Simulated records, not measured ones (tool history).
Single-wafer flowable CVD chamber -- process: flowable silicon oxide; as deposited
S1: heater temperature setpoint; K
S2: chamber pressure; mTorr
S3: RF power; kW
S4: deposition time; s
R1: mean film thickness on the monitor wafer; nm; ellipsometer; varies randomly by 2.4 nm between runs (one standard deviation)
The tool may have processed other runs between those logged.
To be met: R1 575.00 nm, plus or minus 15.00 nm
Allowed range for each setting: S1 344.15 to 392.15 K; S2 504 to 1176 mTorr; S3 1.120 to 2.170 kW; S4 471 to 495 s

run,hour,S1,S2,S3,S4,R1
1,0.0,368.15,840,1.645,495,311.77
2,4.6,377.15,840,1.645,495,223.91
3,10.2,377.15,840,1.645,471,213.86
4,13.8,370.15,842,1.645,471,278.64
5,16.0,361.15,842,1.645,471,390.46
6,20.4,361.15,842,1.820,471,402.71
# hour 22.9: thermocouple changed; heater temperature recalibrated
7,22.9,349.15,846,1.820,471,637.81
8,30.8,350.15,846,1.820,471,625.64
9,38.6,351.15,846,1.820,471,604.68
10,44.0,352.15,846,1.820,471,591.38

Pick the move, out of 4, that brings all results within their allowed miss; only one does.
A,49.4,353.15,913,1.510,471,?
B,49.4,352.15,834,1.860,493,?
C,49.4,346.15,780,1.525,471,?
D,49.4,351.15,798,1.750,495,?

move,R1
A,582.49
B,615.40
C,609.11
D,600.44
A: in spec on every target
B: the biggest miss grows against the last run
C: the biggest miss grows against the last run
D: the biggest miss grows against the last run
Answer: A
